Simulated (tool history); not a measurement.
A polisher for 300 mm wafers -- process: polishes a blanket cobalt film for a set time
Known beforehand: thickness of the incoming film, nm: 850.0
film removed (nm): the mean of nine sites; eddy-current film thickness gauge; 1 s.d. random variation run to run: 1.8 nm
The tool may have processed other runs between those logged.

run	hour	flow of slurry (ml/min)	pressure of the wafer on the pad (psi)	speed of the pad under the wafer (cm/s)	polishing time (s)	film removed (nm)
1	0	205	2.5	122	24	170.85
2	8.1	155	2.5	122	24	164.9
3	16.6	165	2.7	122	24	180.04
4	23.3	175	2.9	122	24	192.97
5	25.2	180	3	122	24	206.06
6	32.2	200	3	122	24	204.67
7	37.9	200	3.1	122	24	216.25
8	45.4	210	3.2	122	24	219.84
9	47.9	210	3.3	122	24	230.18

Run 10, settings as shown, results not yet in. Your forecast:
10	52.8	210	3.4	122	24	?

Run 10 gave film removed (nm) 232.32.
